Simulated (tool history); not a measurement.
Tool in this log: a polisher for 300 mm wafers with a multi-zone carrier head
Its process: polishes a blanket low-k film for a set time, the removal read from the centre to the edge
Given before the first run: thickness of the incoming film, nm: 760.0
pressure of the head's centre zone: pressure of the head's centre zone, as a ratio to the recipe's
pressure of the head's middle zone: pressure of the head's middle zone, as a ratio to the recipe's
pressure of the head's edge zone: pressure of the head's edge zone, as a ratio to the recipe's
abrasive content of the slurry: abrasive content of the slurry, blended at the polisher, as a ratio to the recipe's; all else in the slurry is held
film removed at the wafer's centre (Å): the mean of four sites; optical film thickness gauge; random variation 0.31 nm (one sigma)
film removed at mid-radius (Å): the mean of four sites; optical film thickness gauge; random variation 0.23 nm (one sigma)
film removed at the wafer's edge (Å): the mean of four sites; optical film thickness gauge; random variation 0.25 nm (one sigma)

run	day	flow of slurry (ml/min)	pressure of the head's centre zone	pressure of the head's middle zone	pressure of the head's edge zone	abrasive content of the slurry	polishing time (s)	film removed at the wafer's centre (Å)	film removed at mid-radius (Å)	film removed at the wafer's edge (Å)
1	0.000	260	1.00	1.00	1.00	1.00	87	325.61	327.79	322.46
2	0.317	255	0.99	0.96	1.00	0.90	85	306.30	294.58	306.07
3	0.471	255	0.97	0.94	0.99	0.80	82	274.21	272.40	285.75
4	0.617	250	0.97	0.92	0.98	0.75	79	263.87	243.43	267.01
5	0.892	245	0.96	0.91	0.96	0.70	78	247.81	234.08	253.02
6	1.125	240	0.95	0.89	0.94	0.65	78	241.98	221.63	238.47
7	1.329	235	0.93	0.87	0.94	0.65	78	231.14	218.51	243.27

What will run 8 give?
8	1.446	230	0.93	0.86	0.93	0.65	78	?	?	?

{"run 8": {"film removed at the wafer's centre (Å)": 226.16, "film removed at mid-radius (Å)": 212.8, "film removed at the wafer's edge (Å)": 245.97}}
